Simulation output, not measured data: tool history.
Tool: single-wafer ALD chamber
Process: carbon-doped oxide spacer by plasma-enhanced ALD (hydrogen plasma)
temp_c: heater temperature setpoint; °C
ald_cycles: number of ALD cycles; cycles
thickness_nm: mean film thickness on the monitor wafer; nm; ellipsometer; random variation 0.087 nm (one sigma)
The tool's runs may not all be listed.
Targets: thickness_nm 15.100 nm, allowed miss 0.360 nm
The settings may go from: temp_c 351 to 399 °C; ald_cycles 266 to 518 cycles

{"run": 1, "hour": 0.0, "temp_c": 375, "ald_cycles": 392, "thickness_nm": 18.95}
{"run": 2, "hour": 9.2, "temp_c": 375, "ald_cycles": 444, "thickness_nm": 21.517}
{"run": 3, "hour": 18.7, "temp_c": 375, "ald_cycles": 410, "thickness_nm": 19.761}
{"run": 4, "hour": 25.8, "temp_c": 365, "ald_cycles": 410, "thickness_nm": 19.828}
{"run": 5, "hour": 28.5, "temp_c": 365, "ald_cycles": 380, "thickness_nm": 18.428}
{"run": 6, "hour": 33.6, "temp_c": 370, "ald_cycles": 380, "thickness_nm": 18.391}
{"run": 7, "hour": 42.3, "temp_c": 370, "ald_cycles": 361, "thickness_nm": 17.376}
{"run": 8, "hour": 49.6, "temp_c": 370, "ald_cycles": 300, "thickness_nm": 14.387}

5 next moves are on the table. One of them brings every result within its allowed miss. Which?
{"run": "A", "hour": 56.9, "temp_c": 395, "ald_cycles": 328, "thickness_nm": "?"}
{"run": "B", "hour": 56.9, "temp_c": 370, "ald_cycles": 326, "thickness_nm": "?"}
{"run": "C", "hour": 56.9, "temp_c": 372, "ald_cycles": 328, "thickness_nm": "?"}
{"run": "D", "hour": 56.9, "temp_c": 364, "ald_cycles": 313, "thickness_nm": "?"}
{"run": "E", "hour": 56.9, "temp_c": 378, "ald_cycles": 295, "thickness_nm": "?"}

move=A thickness_nm=15.698
move=B thickness_nm=15.603
move=C thickness_nm=15.698
move=D thickness_nm=14.980
move=E thickness_nm=14.119
A: takes the result that was furthest off past its target
B: takes the result that was furthest off past its target
C: takes the result that was furthest off past its target
D: meets every target
E: further off than the last run
Move D is the one to make.
